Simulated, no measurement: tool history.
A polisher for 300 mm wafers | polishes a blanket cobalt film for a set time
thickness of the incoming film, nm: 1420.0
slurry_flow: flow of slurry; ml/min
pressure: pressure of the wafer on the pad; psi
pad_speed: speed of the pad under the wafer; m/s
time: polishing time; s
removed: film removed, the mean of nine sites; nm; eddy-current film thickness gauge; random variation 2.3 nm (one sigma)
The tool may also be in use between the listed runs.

run,hour,slurry_flow,pressure,pad_speed,time,removed
1,0,200,1.8,0.8,63,222.62
2,6.2,250,1.8,0.8,63,226.24
3,8.6,250,1.8,0.8,63,226.21
4,12.5,250,1.6,0.8,63,200.34
5,16.1,250,1.2,0.8,63,155.84
6,22.5,250,1.2,0.72,63,136.5
7,29,250,1.3,0.72,63,146.08

Forecast run 8:
8,30.8,250,1.4,0.72,63,?

{"run 8": {"removed": 158.71}}
